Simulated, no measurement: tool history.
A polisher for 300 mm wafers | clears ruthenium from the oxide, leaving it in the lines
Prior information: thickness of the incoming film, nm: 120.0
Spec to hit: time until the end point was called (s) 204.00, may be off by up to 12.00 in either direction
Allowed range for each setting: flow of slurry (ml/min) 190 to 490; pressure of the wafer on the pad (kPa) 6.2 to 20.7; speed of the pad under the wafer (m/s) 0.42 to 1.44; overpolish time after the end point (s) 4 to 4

| run | hour | flow of slurry (ml/min) | pressure of the wafer on the pad (kPa) | speed of the pad under the wafer (m/s) | overpolish time after the end point (s) | time until the end point was called (s) |
|---|---|---|---|---|---|---|
| 1 | 0.0 | 315 | 13.1 | 0.92 | 4 | 148.54 |
| 2 | 3.8 | 315 | 13.1 | 0.92 | 4 | 150.60 |
| 3 | 11.0 | 315 | 13.1 | 0.92 | 4 | 151.96 |
| 4 | 18.3 | 315 | 11.7 | 0.92 | 4 | 169.02 |
| 5 | 25.1 | 315 | 10.3 | 0.92 | 4 | 185.54 |
| 6 | 34.0 | 315 | 12.4 | 0.92 | 4 | 157.98 |
| 7 | 35.0 | 315 | 11.7 | 0.92 | 4 | 169.00 |
| 8 | 38.8 | 315 | 10.3 | 0.92 | 4 | 187.63 |

Consider the 5 candidate settings below. Which is the only one whose results all fall within their allowed miss of target?
| A | 42.6 | 280 | 7.6 | 1.16 | 4 | ? |
| B | 42.6 | 370 | 9.7 | 1.18 | 4 | ? |
| C | 42.6 | 340 | 8.3 | 1.30 | 4 | ? |
| D | 42.6 | 305 | 11.0 | 1.04 | 4 | ? |
| E | 42.6 | 300 | 11.7 | 0.96 | 4 | ? |

| move | time until the end point was called (s) |
|---|---|
| A | 206.01 |
| B | 157.30 |
| C | 167.26 |
| D | 158.39 |
| E | 161.35 |
A: in spec on every target
B: further off than the last run
C: further off than the last run
D: further off than the last run
E: further off than the last run
The move that meets every target is A.
